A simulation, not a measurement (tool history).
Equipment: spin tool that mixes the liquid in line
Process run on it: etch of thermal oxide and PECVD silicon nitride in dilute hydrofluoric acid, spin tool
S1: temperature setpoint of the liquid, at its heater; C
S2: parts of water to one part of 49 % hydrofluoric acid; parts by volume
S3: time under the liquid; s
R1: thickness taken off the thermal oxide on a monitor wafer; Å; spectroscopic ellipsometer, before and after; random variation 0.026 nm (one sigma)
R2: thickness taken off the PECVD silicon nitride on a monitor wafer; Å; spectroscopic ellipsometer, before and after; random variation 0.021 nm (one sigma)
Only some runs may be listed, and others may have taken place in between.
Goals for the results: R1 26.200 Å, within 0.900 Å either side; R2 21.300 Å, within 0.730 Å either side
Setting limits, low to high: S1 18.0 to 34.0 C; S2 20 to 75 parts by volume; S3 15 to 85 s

| run | hour | S1 | S2 | S3 | R1 | R2 |
|---|---|---|---|---|---|---|
| 1 | 0.0 | 26.0 | 45 | 45 | 48.400 | 44.952 |
| 2 | 7.2 | 26.0 | 50 | 45 | 42.924 | 40.581 |
| 3 | 10.1 | 24.5 | 50 | 45 | 40.611 | 36.656 |
| 4 | 17.4 | 23.5 | 50 | 45 | 38.882 | 35.114 |
|  | 25.9 | hydrofluoric acid flow meter replaced |
| 5 | 25.9 | 22.5 | 50 | 45 | 39.941 | 33.598 |
| 6 | 26.9 | 22.5 | 40 | 45 | 50.588 | 42.483 |
| 7 | 29.3 | 22.0 | 45 | 45 | 43.625 | 36.382 |
| 8 | 32.1 | 21.5 | 50 | 45 | 38.324 | 32.394 |
| 9 | 39.1 | 18.0 | 65 | 45 | 25.142 | 19.678 |

Exercise: of the 4 proposed moves below, exactly one satisfies all targets within the stated allowed misses. Which move is it?
| A | 46.1 | 19.0 | 60 | 35 | ? | ? |
| B | 46.1 | 20.0 | 60 | 40 | ? | ? |
| C | 46.1 | 21.0 | 60 | 35 | ? | ? |
| D | 46.1 | 18.5 | 65 | 40 | ? | ? |

| move | R1 | R2 |
|---|---|---|
| A | 21.686 | 17.316 |
| B | 25.856 | 21.213 |
| C | 23.595 | 19.886 |
| D | 22.268 | 17.680 |
A: the biggest miss grows against the last run
B: all results in spec
C: the biggest miss grows against the last run
D: the biggest miss grows against the last run
Correct choice: B, which meets every target
